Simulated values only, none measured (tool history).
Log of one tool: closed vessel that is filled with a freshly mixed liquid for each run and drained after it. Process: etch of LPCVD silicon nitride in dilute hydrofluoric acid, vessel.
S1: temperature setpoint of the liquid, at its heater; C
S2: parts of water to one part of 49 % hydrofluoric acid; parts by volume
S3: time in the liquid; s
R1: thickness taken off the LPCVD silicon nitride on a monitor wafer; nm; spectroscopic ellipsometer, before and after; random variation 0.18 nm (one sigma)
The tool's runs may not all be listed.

| run | day | S1 | S2 | S3 | R1 |
|---|---|---|---|---|---|
| 1 | 0.000 | 22.0 | 130 | 2910 | 9.8763 |
| 2 | 0.204 | 24.5 | 120 | 2910 | 12.7390 |
| 3 | 0.275 | 23.5 | 120 | 2910 | 11.9670 |
| 4 | 0.550 | 23.5 | 120 | 2910 | 11.7820 |
| 5 | 0.692 | 23.5 | 155 | 2910 | 9.3356 |
| 6 | 0.862 | 26.0 | 155 | 2910 | 10.7630 |

Forecast run 7:
| 7 | 0.962 | 27.5 | 140 | 2915 | ? |

R1: 13.1900 nm
